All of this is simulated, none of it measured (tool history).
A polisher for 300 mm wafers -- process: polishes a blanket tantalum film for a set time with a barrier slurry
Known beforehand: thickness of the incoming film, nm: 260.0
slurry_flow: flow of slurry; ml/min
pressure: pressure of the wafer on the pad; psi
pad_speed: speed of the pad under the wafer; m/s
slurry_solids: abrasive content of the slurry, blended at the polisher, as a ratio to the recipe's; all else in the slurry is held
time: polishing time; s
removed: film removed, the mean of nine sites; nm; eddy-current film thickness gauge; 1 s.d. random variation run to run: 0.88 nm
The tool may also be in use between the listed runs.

run    day  slurry_flow  pressure  pad_speed  slurry_solids  time  removed
  1      0          310       2.1       0.88              1    34   58.681
  2  0.267          310       2.4       0.88              1    34   66.953
  3  0.512          310       2.6       0.88              1    34   71.866
  4  0.592          310       2.8        0.9              1    34   77.898
  5  0.858          310       2.8       0.78              1    34   71.411
  6  0.921          310       2.9       0.82              1    34   76.129
  7  1.129          310         3       0.86              1    34   81.915
  8  1.462          310       3.1        0.9              1    34   87.331
  9  1.592          310       3.1       0.92              1    34   89.423

Forecast run 10:
 10  1.929          310       3.1       0.92              1    34        ?

{"run 10": {"removed": 88.372}}
